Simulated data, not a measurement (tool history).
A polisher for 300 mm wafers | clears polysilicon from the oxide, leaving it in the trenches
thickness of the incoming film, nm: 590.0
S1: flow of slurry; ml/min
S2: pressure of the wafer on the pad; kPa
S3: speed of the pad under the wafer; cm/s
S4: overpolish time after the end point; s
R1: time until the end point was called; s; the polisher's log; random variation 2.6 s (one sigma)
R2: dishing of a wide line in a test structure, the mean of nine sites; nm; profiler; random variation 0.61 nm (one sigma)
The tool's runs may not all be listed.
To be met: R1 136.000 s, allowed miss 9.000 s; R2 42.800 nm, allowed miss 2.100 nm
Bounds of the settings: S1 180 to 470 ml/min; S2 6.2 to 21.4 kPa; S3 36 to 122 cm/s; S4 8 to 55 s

| run | day | S1 | S2 | S3 | S4 | R1 | R2 |
|---|---|---|---|---|---|---|---|
| 1 | 0.000 | 300 | 13.8 | 78 | 28 | 59.384 | 44.889 |
| 2 | 0.254 | 325 | 13.8 | 78 | 28 | 60.662 | 43.565 |
| 3 | 0.629 | 330 | 11.7 | 70 | 28 | 77.056 | 42.342 |
| 4 | 0.733 | 280 | 10.3 | 64 | 30 | 92.627 | 43.635 |
| 5 | 1.008 | 280 | 10.3 | 64 | 23 | 91.426 | 42.951 |
| 6 | 1.054 | 215 | 10.3 | 64 | 23 | 93.095 | 41.614 |
| 7 | 1.138 | 230 | 9.0 | 62 | 26 | 104.160 | 40.721 |
| 8 | 1.333 | 260 | 9.0 | 56 | 27 | 116.060 | 41.018 |
| 9 | 1.483 | 300 | 9.0 | 54 | 34 | 112.750 | 42.011 |

4 next moves are on the table. One of them brings every result within its allowed miss. Which?
| A | 1.633 | 320 | 10.3 | 42 | 41 | ? | ? |
| B | 1.633 | 270 | 9.0 | 62 | 41 | ? | ? |
| C | 1.633 | 295 | 9.0 | 72 | 24 | ? | ? |
| D | 1.633 | 380 | 8.3 | 60 | 28 | ? | ? |

| move | R1 | R2 |
|---|---|---|
| A | 135.250 | 42.573 |
| B | 104.180 | 43.093 |
| C | 89.507 | 42.129 |
| D | 110.360 | 41.876 |
A: meets every target
B: further off than the last run
C: further off than the last run
D: further off than the last run
Answer: A

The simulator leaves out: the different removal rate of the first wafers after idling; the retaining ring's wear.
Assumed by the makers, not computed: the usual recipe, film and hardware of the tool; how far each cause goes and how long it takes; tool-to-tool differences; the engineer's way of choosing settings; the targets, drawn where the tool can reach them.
